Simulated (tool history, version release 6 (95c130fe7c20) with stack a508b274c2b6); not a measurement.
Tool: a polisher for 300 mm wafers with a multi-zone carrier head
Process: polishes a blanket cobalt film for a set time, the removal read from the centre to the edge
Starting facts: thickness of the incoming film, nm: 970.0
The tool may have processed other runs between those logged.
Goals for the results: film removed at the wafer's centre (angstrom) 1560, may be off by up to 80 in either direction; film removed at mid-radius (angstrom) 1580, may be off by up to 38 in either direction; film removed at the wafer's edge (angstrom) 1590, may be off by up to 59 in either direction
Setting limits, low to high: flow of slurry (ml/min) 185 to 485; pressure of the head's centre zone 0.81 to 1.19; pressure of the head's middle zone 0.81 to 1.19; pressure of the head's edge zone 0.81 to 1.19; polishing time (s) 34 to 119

run,hour,flow of slurry (ml/min),pressure of the head's centre zone,pressure of the head's middle zone,pressure of the head's edge zone,polishing time (s),film removed at the wafer's centre (angstrom),film removed at mid-radius (angstrom),film removed at the wafer's edge (angstrom)
1,0,310,1,1,1,76,2206.2,2167.7,2228.3
2,3.7,310,0.98,0.99,0.97,71,2028.5,2024.6,2078.7
3,12.6,310,0.94,0.99,0.97,71,1987.7,1997.5,2054.7
4,13.6,310,0.86,0.99,0.97,71,1770.7,2001.3,2041.8
5,17.3,310,0.86,0.99,1.03,71,1770.5,2019.3,2145.4
6,21.4,310,0.86,1.05,1.03,71,1798.3,2108.2,2093
# hour 23.8: worn pad replaced by a new one
7,23.8,310,0.87,1.03,0.99,67,1875.4,2147.3,2159.7
8,31.8,280,0.88,1,0.95,59,1651.7,1837.9,1823.6
9,38,275,0.89,0.98,0.93,58,1628.4,1753.6,1770.4
10,42.9,270,0.89,0.97,0.91,57,1564.4,1709.7,1718.5
11,43.9,270,0.9,0.96,0.89,57,1632.1,1687.4,1690.6
12,49.9,270,0.89,0.95,0.88,57,1576.5,1683.8,1721.9
13,52.1,265,0.9,0.95,0.87,56,1608.8,1648,1666.1
14,54.9,265,0.9,0.95,0.86,56,1618.9,1671.3,1630.3

Pick the move, out of 4, that brings all results within their allowed miss; only one does.
A,57.7,270,0.94,0.83,0.94,57,?,?,?
B,57.7,225,0.86,1.09,0.88,59,?,?,?
C,57.7,280,0.83,0.91,0.87,58,?,?,?
D,57.7,240,0.9,0.92,0.84,56,?,?,?

move,film removed at the wafer's centre (angstrom),film removed at mid-radius (angstrom),film removed at the wafer's edge (angstrom)
A,1675.4,1533.2,1750.1
B,1544.6,1919.4,1719
C,1511.7,1683.4,1722.5
D,1549.4,1606.6,1612.6
A: carries the result that was furthest off beyond its target, to the other side
B: further off than the last run
C: further off than the last run
D: all results land within tolerance of their targets
So the answer is move D, the one that meets all the targets.
